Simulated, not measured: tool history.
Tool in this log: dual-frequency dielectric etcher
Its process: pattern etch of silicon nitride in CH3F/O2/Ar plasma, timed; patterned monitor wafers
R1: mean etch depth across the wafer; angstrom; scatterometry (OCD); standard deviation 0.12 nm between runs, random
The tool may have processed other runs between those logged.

{"run": 1, "hour": 0.0, "source power (kW)": 0.54, "bias power (kW)": 0.076, "etch time (s)": 59.5, "R1": 469.2}
{"run": 2, "hour": 0.6, "source power (kW)": 0.55, "bias power (kW)": 0.076, "etch time (s)": 59.5, "R1": 472.25}
{"run": 3, "hour": 1.9, "source power (kW)": 0.56, "bias power (kW)": 0.076, "etch time (s)": 59.5, "R1": 474.93}
{"run": 4, "hour": 6.2, "source power (kW)": 0.57, "bias power (kW)": 0.076, "etch time (s)": 59.5, "R1": 477.4}
{"run": 5, "hour": 9.6, "source power (kW)": 0.57, "bias power (kW)": 0.071, "etch time (s)": 59.5, "R1": 469.05}
{"run": 6, "hour": 10.1, "source power (kW)": 0.49, "bias power (kW)": 0.071, "etch time (s)": 59.5, "R1": 452.84}
{"run": 7, "hour": 12.3, "source power (kW)": 0.52, "bias power (kW)": 0.072, "etch time (s)": 59.5, "R1": 461.04}
{"run": 8, "hour": 15.8, "source power (kW)": 0.54, "bias power (kW)": 0.073, "etch time (s)": 59.5, "R1": 464.12}
{"run": 9, "hour": 21.0, "source power (kW)": 0.56, "bias power (kW)": 0.073, "etch time (s)": 59.5, "R1": 469.28}

The next listed run, before its measurement:
{"run": 10, "hour": 24.3, "source power (kW)": 0.58, "bias power (kW)": 0.073, "etch time (s)": 59.5, "R1": "?"}

Run 10 yielded R1 472.28 angstrom.
